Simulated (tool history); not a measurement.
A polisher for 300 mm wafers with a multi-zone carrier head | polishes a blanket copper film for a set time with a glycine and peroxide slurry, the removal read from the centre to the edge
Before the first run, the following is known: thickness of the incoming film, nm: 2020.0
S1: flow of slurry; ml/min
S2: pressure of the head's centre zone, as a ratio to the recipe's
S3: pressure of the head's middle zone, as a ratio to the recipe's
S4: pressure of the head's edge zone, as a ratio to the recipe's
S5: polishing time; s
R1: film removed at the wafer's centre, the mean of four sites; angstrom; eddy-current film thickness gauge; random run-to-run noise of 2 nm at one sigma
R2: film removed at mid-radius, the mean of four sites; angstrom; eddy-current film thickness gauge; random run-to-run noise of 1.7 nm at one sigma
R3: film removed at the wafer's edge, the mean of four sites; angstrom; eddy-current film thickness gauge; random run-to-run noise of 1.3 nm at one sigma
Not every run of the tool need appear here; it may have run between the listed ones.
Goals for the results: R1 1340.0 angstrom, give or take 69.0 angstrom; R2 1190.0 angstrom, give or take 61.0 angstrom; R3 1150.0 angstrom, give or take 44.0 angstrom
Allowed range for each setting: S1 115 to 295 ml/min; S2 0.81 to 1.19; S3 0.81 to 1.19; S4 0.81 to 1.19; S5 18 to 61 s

run  hour   S1    S2    S3    S4  S5      R1      R2      R3
  1   0.0  190  1.00  1.00  1.00  39  1578.4  1570.6  1574.7
  2   5.5  190  1.00  1.00  1.00  46  1827.3  1935.1  1896.3
  3   7.5  190  1.00  1.00  0.96  46  1880.7  1907.7  1850.6
  4  14.3  190  1.00  1.05  0.96  46  1874.1  1931.5  1896.3
  5  16.0  190  1.00  1.05  1.01  46  1909.3  1930.2  1943.1
  6  20.2  190  1.00  1.12  1.01  46  1851.6  2107.3  1912.9
  7  27.6  190  1.02  1.09  0.99  41  1666.9  1764.3  1656.8
  8  32.5  185  1.04  1.07  0.97  38  1609.9  1620.4  1506.2
  9  34.1  180  1.04  1.04  0.95  36  1464.2  1512.1  1418.6
 10  39.6  185  1.06  1.01  0.94  34  1436.2  1380.6  1353.8
 11  42.4  185  1.08  1.01  0.92  33  1443.4  1363.4  1288.5
 12  44.4  180  1.08  0.99  0.91  32  1365.2  1247.4  1251.6

Pick the move, out of 5, that brings all results within their allowed miss; only one does.
  A  46.4  215  1.13  1.00  0.93  29   ?   ?   ?
  B  46.4  115  0.94  0.87  1.09  37   ?   ?   ?
  C  46.4  175  1.01  0.99  0.89  30   ?   ?   ?
  D  46.4  150  0.99  0.94  0.91  32   ?   ?   ?
  E  46.4  135  1.06  0.93  0.97  35   ?   ?   ?

move      R1      R2      R3
   A  1351.6  1207.6  1143.5
   B  1234.4  1198.6  1431.7
   C  1205.6  1198.1  1130.5
   D  1216.9  1185.8  1191.4
   E  1383.5  1253.0  1319.0
A: hits every target within its allowed miss
B: misses by more than the last run did
C: corrects the largest miss of the last run, while another result sits out of spec
D: corrects the largest miss of the last run, while another result sits out of spec
E: misses by more than the last run did
The right move is A.
